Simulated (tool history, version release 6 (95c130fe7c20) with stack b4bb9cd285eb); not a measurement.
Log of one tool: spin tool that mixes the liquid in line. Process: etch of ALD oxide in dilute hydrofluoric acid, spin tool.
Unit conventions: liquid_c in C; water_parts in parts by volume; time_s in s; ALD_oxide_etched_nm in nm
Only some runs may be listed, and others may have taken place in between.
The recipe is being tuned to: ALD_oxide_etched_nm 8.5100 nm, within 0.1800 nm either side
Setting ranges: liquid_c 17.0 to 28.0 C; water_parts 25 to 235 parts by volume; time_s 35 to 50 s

{"run": 1, "day": 0.0, "liquid_c": 20.0, "water_parts": 130, "time_s": 50, "ALD_oxide_etched_nm": 5.8573}
{"run": 2, "day": 0.371, "liquid_c": 20.0, "water_parts": 130, "time_s": 50, "ALD_oxide_etched_nm": 5.906}
{"run": 3, "day": 0.646, "liquid_c": 21.5, "water_parts": 130, "time_s": 50, "ALD_oxide_etched_nm": 6.2528}
{"run": 4, "day": 0.979, "liquid_c": 21.5, "water_parts": 130, "time_s": 35, "ALD_oxide_etched_nm": 4.3253}
{"run": 5, "day": 1.238, "liquid_c": 22.0, "water_parts": 115, "time_s": 35, "ALD_oxide_etched_nm": 5.077}
{"run": 6, "day": 1.542, "liquid_c": 22.5, "water_parts": 100, "time_s": 35, "ALD_oxide_etched_nm": 6.0675}
{"run": 7, "day": 1.854, "liquid_c": 23.5, "water_parts": 95, "time_s": 35, "ALD_oxide_etched_nm": 6.654}
{"run": 8, "day": 2.05, "liquid_c": 27.5, "water_parts": 85, "time_s": 35, "ALD_oxide_etched_nm": 8.9353}
{"run": 9, "day": 2.421, "liquid_c": 27.0, "water_parts": 85, "time_s": 35, "ALD_oxide_etched_nm": 8.7138}

Of the 4 settings listed for the next run, only one would bring every result within its allowed miss of target. Which one?
{"run": "A", "day": 2.792, "liquid_c": 24.5, "water_parts": 75, "time_s": 35, "ALD_oxide_etched_nm": "?"}
{"run": "B", "day": 2.792, "liquid_c": 21.5, "water_parts": 75, "time_s": 35, "ALD_oxide_etched_nm": "?"}
{"run": "C", "day": 2.792, "liquid_c": 26.0, "water_parts": 115, "time_s": 50, "ALD_oxide_etched_nm": "?"}
{"run": "D", "day": 2.792, "liquid_c": 26.0, "water_parts": 80, "time_s": 35, "ALD_oxide_etched_nm": "?"}

move=A ALD_oxide_etched_nm=9.0982
move=B ALD_oxide_etched_nm=8.0522
move=C ALD_oxide_etched_nm=8.5445
move=D ALD_oxide_etched_nm=8.9958
A: lands further from the targets than the last run did
B: carries the result that was furthest off beyond its target, to the other side
C: each result inside its tolerance
D: lands further from the targets than the last run did
The move that meets every target is C.
